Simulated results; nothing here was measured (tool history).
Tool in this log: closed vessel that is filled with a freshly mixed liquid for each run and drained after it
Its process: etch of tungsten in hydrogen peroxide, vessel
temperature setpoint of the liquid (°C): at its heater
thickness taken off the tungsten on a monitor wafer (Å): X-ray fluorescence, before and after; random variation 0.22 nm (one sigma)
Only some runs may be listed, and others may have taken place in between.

| run | hour | temperature setpoint of the liquid (°C) | concentration of hydrogen peroxide in the mixed liquid (% by weight) | time in the liquid (s) | thickness taken off the tungsten on a monitor wafer (Å) |
|---|---|---|---|---|---|
| 1 | 0.0 | 46.0 | 22.5 | 30 | 644.92 |
| 2 | 5.3 | 39.0 | 22.5 | 30 | 408.84 |
| 3 | 7.7 | 38.5 | 22.5 | 30 | 399.99 |
| 4 | 15.5 | 38.0 | 22.5 | 30 | 386.45 |
| 5 | 19.4 | 34.5 | 22.5 | 30 | 305.08 |
| 6 | 26.0 | 34.5 | 22.5 | 30 | 302.96 |

Run 7 has not been measured yet. What should we expect?
| 7 | 31.1 | 35.0 | 22.5 | 30 | ? |

{"run 7": {"thickness taken off the tungsten on a monitor wafer (Å)": 317.76}}
